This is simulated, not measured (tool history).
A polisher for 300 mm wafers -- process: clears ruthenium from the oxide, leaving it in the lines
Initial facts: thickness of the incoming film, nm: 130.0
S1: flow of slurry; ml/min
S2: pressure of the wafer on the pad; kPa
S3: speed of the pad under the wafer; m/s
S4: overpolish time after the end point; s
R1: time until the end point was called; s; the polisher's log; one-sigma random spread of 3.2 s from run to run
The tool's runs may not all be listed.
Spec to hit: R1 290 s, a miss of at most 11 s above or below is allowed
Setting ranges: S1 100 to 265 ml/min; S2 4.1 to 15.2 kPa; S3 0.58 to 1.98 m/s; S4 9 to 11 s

run  hour   S1   S2    S3  S4      R1
  1     0  170  9.7  1.28  11  145.63
  2   2.5  185  9.7  1.28  11  143.81
  3  10.1  185  9.7  1.28   9  143.41
  4  11.2  200  9.7  1.28   9  141.87
  5  12.9  220  9.7  1.28   9  141.08
  6  21.1  220  7.6  1.28   9  164.57
  7  28.3  215  6.9   1.2   9   188.6
  8  34.9  210  6.2  1.16   9  212.58

Which of these 4 next moves meets every target?
  A  41.5  205  6.2  1.02   9   ?
  B  41.5  180  6.2  0.84   9   ?
  C  41.5  200  6.2  0.92  11   ?
  D  41.5  240   11   0.6  11   ?

move      R1
   A  239.64
   B  293.79
   C  265.45
   D  259.98
A: moves toward the targets from the last run without getting all of them in spec
B: all results land within tolerance of their targets
C: moves toward the targets from the last run without getting all of them in spec
D: moves toward the targets from the last run without getting all of them in spec
The move that meets every target is B.
